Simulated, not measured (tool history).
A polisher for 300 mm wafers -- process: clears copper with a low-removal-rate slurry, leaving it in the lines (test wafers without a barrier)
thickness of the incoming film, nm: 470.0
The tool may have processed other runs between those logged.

run,hour,flow of slurry (ml/min),pressure of the wafer on the pad (kPa),speed of the pad under the wafer (m/s),abrasive content of the slurry,overpolish time after the end point (s),time until the end point was called (s),dishing of a wide line in a test structure (angstrom)
1,0.0,225,27.6,1.08,1.00,23,100.660,590.91
2,6.5,225,27.6,0.96,1.00,23,115.620,509.93
3,7.4,225,27.6,0.96,1.15,23,112.340,545.48
4,9.4,225,27.6,0.96,1.30,23,109.600,570.23
5,18.3,225,29.6,0.96,1.30,23,104.350,581.86
6,22.4,225,29.6,1.12,1.30,23,92.644,661.55
7,30.5,225,31.0,1.12,1.30,23,84.461,662.72
8,37.4,225,31.7,1.12,1.30,23,85.449,680.79
9,46.2,225,32.4,1.12,1.30,23,85.606,679.07

Run 10 has not been measured yet. What should we expect?
10,54.3,225,33.1,1.12,1.30,23,?,?

{"run 10": {"time until the end point was called (s)": 81.543, "dishing of a wide line in a test structure (angstrom)": 662.26}}
